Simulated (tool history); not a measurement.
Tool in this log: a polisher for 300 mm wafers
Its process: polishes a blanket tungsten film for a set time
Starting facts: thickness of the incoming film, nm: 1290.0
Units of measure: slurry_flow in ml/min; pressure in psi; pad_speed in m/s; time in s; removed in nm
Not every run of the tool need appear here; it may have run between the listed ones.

run	hour	slurry_flow	pressure	pad_speed	slurry_solids	time	removed
1	0.0	215	3.1	1.06	1.00	54	180.38
2	9.1	210	2.7	1.06	1.00	54	157.59
3	17.4	210	2.7	1.06	1.00	54	158.59
4	18.4	205	2.4	1.06	1.00	54	138.78
5	27.0	205	2.4	1.06	0.90	54	137.29
6	32.4	205	2.4	1.06	1.05	54	142.94
7	40.8	180	1.5	1.06	1.05	54	88.77
# hour 44.8: worn pad replaced by a new one
8	44.8	240	1.6	1.06	1.05	54	110.83

The next listed run, before its measurement:
9	52.5	235	1.6	1.06	1.05	54	?

{"run 9": {"removed": 110.77}}
